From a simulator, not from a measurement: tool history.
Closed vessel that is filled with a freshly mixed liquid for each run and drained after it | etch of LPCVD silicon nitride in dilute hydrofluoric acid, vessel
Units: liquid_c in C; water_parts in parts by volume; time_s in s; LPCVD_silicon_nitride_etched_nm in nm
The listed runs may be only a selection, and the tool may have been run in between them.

run	day	liquid_c	water_parts	time_s	LPCVD_silicon_nitride_etched_nm
1	0.000	25.0	110	870	3.3498
2	0.046	24.0	110	870	3.1302
3	0.150	24.0	110	870	3.1195
4	0.450	24.0	110	660	2.3627
5	0.650	21.5	110	660	2.0039
6	0.750	23.0	110	660	2.2226

Run 7 is up next; what results do you expect?
7	0.908	23.0	110	660	?

{"run 7": {"LPCVD_silicon_nitride_etched_nm": 2.2032}}

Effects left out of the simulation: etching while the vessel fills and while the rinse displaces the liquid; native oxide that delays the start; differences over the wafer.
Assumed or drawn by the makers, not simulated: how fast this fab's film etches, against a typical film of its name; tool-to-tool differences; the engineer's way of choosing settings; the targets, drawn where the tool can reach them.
